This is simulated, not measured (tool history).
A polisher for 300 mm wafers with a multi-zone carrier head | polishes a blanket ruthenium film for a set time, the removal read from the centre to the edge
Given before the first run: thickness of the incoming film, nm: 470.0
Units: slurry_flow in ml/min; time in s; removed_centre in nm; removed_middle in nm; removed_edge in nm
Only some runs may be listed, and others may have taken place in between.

| run | hour | slurry_flow | centre_zone | middle_zone | edge_zone | time | removed_centre | removed_middle | removed_edge |
|---|---|---|---|---|---|---|---|---|---|
| 1 | 0.0 | 290 | 1.00 | 1.00 | 1.00 | 49 | 31.870 | 32.148 | 32.679 |
| 2 | 6.9 | 290 | 1.00 | 1.00 | 1.00 | 58 | 37.933 | 38.517 | 37.808 |
| 3 | 11.9 | 290 | 1.00 | 1.00 | 1.04 | 58 | 38.017 | 38.726 | 38.194 |
| 4 | 15.7 | 285 | 0.98 | 1.00 | 1.02 | 52 | 33.141 | 34.693 | 34.830 |
| 5 | 19.0 | 285 | 0.90 | 1.00 | 1.02 | 52 | 30.455 | 34.270 | 33.862 |
| 6 | 23.0 | 285 | 0.90 | 1.00 | 0.96 | 52 | 31.934 | 34.704 | 33.021 |
| 7 | 24.4 | 250 | 0.81 | 0.90 | 0.96 | 38 | 20.563 | 22.610 | 24.237 |
| 8 | 28.8 | 260 | 0.82 | 0.91 | 0.96 | 38 | 20.540 | 22.877 | 24.892 |

Predict the results of run 9:
| 9 | 36.9 | 265 | 0.83 | 0.92 | 0.95 | 38 | ? | ? | ? |

removed_centre: 20.991 nm
removed_middle: 23.049 nm
removed_edge: 24.128 nm

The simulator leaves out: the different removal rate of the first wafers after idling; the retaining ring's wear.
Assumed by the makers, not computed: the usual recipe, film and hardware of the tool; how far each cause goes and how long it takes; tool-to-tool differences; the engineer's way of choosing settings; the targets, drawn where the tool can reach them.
